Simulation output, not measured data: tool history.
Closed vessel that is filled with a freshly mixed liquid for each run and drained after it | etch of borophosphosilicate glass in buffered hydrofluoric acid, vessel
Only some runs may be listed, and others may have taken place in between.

| run | hour | temperature setpoint of the liquid (K) | parts of 40 % ammonium fluoride to one part of 49 % hydrofluoric acid (parts by volume) | time in the liquid (s) | thickness taken off the borophosphosilicate glass on a monitor wafer (Å) |
|---|---|---|---|---|---|
| 1 | 0 | 293.15 | 15.5 | 95 | 922.78 |
| 2 | 4.4 | 295.15 | 15.5 | 95 | 1060.7 |
| 3 | 13.3 | 296.65 | 15.5 | 95 | 1150.3 |
| 4 | 17.5 | 297.65 | 15.5 | 95 | 1213.5 |
| 5 | 23.2 | 297.65 | 15.5 | 105 | 1335.3 |
| 6 | 27.8 | 294.65 | 15.5 | 105 | 1126.9 |
| 7 | 28.9 | 295.65 | 15.5 | 105 | 1184.5 |
| 8 | 31.9 | 295.65 | 15.5 | 105 | 1196.9 |
| 9 | 40.8 | 295.65 | 15.5 | 105 | 1197.2 |
| 10 | 46.6 | 296.65 | 15.5 | 105 | 1254.4 |

Run 11 has not been measured yet. What should we expect?
| 11 | 54.3 | 296.65 | 15.5 | 105 | ? |

{"run 11": {"thickness taken off the borophosphosilicate glass on a monitor wafer (Å)": 1253}}
